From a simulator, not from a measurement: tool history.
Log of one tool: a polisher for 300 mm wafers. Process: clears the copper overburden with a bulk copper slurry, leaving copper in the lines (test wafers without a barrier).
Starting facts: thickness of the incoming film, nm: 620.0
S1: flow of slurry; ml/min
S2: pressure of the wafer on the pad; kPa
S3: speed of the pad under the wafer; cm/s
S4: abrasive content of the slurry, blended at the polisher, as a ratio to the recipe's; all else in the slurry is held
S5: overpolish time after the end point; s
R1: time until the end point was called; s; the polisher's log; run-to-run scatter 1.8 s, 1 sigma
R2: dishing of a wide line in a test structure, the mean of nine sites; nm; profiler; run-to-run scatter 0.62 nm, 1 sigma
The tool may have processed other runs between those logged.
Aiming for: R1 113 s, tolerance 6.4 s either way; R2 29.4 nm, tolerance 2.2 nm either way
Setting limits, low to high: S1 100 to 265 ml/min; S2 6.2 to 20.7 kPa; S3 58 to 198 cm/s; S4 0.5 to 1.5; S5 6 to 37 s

run 1 hour=0 | S1=170 S2=13.1 S3=128 S4=1 S5=19 | R1=69.964 R2=29.451
run 2 hour=4.4 | S1=170 S2=11.7 S3=124 S4=1 S5=23 | R1=79.309 R2=29.716
run 3 hour=7.2 | S1=170 S2=10.3 S3=122 S4=1 S5=25 | R1=89.938 R2=28.772
run 4 hour=12 | S1=170 S2=10.3 S3=110 S4=1 S5=25 | R1=100.94 R2=29.08
run 5 hour=15.6 | S1=170 S2=8.3 S3=110 S4=1 S5=25 | R1=124.94 R2=28.968
run 6 hour=18.6 | S1=170 S2=8.3 S3=110 S4=0.8 S5=25 | R1=132.76 R2=26.726
run 7 hour=26 | S1=170 S2=8.3 S3=110 S4=0.85 S5=26 | R1=131.83 R2=27.544
run 8 hour=34.2 | S1=170 S2=8.3 S3=110 S4=0.9 S5=27 | R1=126.01 R2=27.741

Which one of the following 4 next-run settings gets every result inside its allowed miss? There is exactly one.
run A hour=42.4 | S1=210 S2=9 S3=110 S4=1.05 S5=28 | R1=? R2=?
run B hour=42.4 | S1=130 S2=13.1 S3=104 S4=0.55 S5=34 | R1=? R2=?
run C hour=42.4 | S1=155 S2=9.7 S3=94 S4=1 S5=31 | R1=? R2=?
run D hour=42.4 | S1=200 S2=9 S3=116 S4=1.2 S5=27 | R1=? R2=?

move=A R1=112.13 R2=28.747
move=B R1=101.87 R2=30.456
move=C R1=127.64 R2=28.981
move=D R1=103.77 R2=28.81
A: each result inside its tolerance
B: carries the result that was furthest off beyond its target, to the other side
C: lands further from the targets than the last run did
D: carries the result that was furthest off beyond its target, to the other side
The move that meets every target is A.
